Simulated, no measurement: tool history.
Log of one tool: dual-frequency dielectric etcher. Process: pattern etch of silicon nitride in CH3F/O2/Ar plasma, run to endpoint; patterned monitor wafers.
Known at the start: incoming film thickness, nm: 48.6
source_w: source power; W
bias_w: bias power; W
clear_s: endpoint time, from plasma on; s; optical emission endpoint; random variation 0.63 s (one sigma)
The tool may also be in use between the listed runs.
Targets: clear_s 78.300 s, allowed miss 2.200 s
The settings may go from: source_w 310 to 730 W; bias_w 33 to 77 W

{"run": 1, "hour": 0.0, "source_w": 520, "bias_w": 55, "clear_s": 68.171}
{"run": 2, "hour": 6.2, "source_w": 610, "bias_w": 55, "clear_s": 65.833}
{"run": 3, "hour": 7.7, "source_w": 590, "bias_w": 53, "clear_s": 67.658}
{"run": 4, "hour": 11.1, "source_w": 580, "bias_w": 51, "clear_s": 67.661}
{"run": 5, "hour": 18.8, "source_w": 620, "bias_w": 51, "clear_s": 66.804}
{"hour": 27.4, "done": "source power generator calibrated"}
{"run": 6, "hour": 27.4, "source_w": 550, "bias_w": 51, "clear_s": 67.714}
{"run": 7, "hour": 31.1, "source_w": 520, "bias_w": 49, "clear_s": 70.338}
{"run": 8, "hour": 35.0, "source_w": 510, "bias_w": 48, "clear_s": 72.226}
{"run": 9, "hour": 40.3, "source_w": 500, "bias_w": 47, "clear_s": 72.675}
{"run": 10, "hour": 49.0, "source_w": 490, "bias_w": 46, "clear_s": 74.274}

Which of these 5 next moves meets every target?
{"run": "A", "hour": 57.7, "source_w": 510, "bias_w": 54, "clear_s": "?"}
{"run": "B", "hour": 57.7, "source_w": 490, "bias_w": 37, "clear_s": "?"}
{"run": "C", "hour": 57.7, "source_w": 580, "bias_w": 47, "clear_s": "?"}
{"run": "D", "hour": 57.7, "source_w": 630, "bias_w": 45, "clear_s": "?"}
{"run": "E", "hour": 57.7, "source_w": 490, "bias_w": 45, "clear_s": "?"}

move=A clear_s=69.066
move=B clear_s=79.725
move=C clear_s=69.866
move=D clear_s=69.165
move=E clear_s=74.536
A: further off than the last run
B: meets every target
C: further off than the last run
D: further off than the last run
E: nearer than the last run, and not there yet
The right move is B.
